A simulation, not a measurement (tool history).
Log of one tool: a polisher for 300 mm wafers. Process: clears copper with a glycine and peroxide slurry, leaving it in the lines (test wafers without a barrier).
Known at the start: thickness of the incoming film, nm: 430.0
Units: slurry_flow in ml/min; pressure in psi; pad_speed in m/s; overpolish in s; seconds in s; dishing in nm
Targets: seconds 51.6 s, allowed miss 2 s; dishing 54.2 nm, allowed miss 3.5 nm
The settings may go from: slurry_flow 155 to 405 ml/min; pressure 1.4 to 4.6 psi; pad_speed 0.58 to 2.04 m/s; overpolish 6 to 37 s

run 1 hour=0 | slurry_flow=260 pressure=3 pad_speed=1.3 overpolish=19 | seconds=49.623 dishing=85.781
run 2 hour=8.7 | slurry_flow=260 pressure=3 pad_speed=1.14 overpolish=19 | seconds=53.306 dishing=80.923
run 3 hour=9.6 | slurry_flow=260 pressure=3 pad_speed=1.14 overpolish=16 | seconds=53.756 dishing=71.836
run 4 hour=15.6 | slurry_flow=260 pressure=3 pad_speed=1.14 overpolish=19 | seconds=54.838 dishing=82.243
run 5 hour=23.5 | slurry_flow=260 pressure=3 pad_speed=0.86 overpolish=19 | seconds=62.758 dishing=73.028
run 6 hour=24.3 | slurry_flow=260 pressure=3.2 pad_speed=0.88 overpolish=16 | seconds=58.897 dishing=66.112
run 7 hour=29.3 | slurry_flow=260 pressure=3.3 pad_speed=0.88 overpolish=14 | seconds=58.54 dishing=62.007
run 8 hour=34.9 | slurry_flow=265 pressure=3.9 pad_speed=0.92 overpolish=6 | seconds=48.708 dishing=34.123
run 9 hour=40 | slurry_flow=265 pressure=3.3 pad_speed=1.08 overpolish=13 | seconds=52.071 dishing=64.026
run 10 hour=47.1 | slurry_flow=255 pressure=3.4 pad_speed=1.06 overpolish=13 | seconds=50.758 dishing=63.947

4 next moves are on the table. One of them brings every result within its allowed miss. Which?
run A hour=54.2 | slurry_flow=275 pressure=3.6 pad_speed=1.04 overpolish=10 | seconds=? dishing=?
run B hour=54.2 | slurry_flow=245 pressure=3.2 pad_speed=1.14 overpolish=13 | seconds=? dishing=?
run C hour=54.2 | slurry_flow=250 pressure=3.3 pad_speed=1.24 overpolish=10 | seconds=? dishing=?
run D hour=54.2 | slurry_flow=295 pressure=3.2 pad_speed=1.1 overpolish=11 | seconds=? dishing=?

move=A seconds=49.109 dishing=54.254
move=B seconds=52.027 dishing=63.766
move=C seconds=47.867 dishing=55.116
move=D seconds=52.138 dishing=55.611
A: brings the result that was furthest off to its target, and leaves another outside
B: as far off as the last run
C: brings the result that was furthest off to its target, and leaves another outside
D: meets every target
Move D is the one to make.

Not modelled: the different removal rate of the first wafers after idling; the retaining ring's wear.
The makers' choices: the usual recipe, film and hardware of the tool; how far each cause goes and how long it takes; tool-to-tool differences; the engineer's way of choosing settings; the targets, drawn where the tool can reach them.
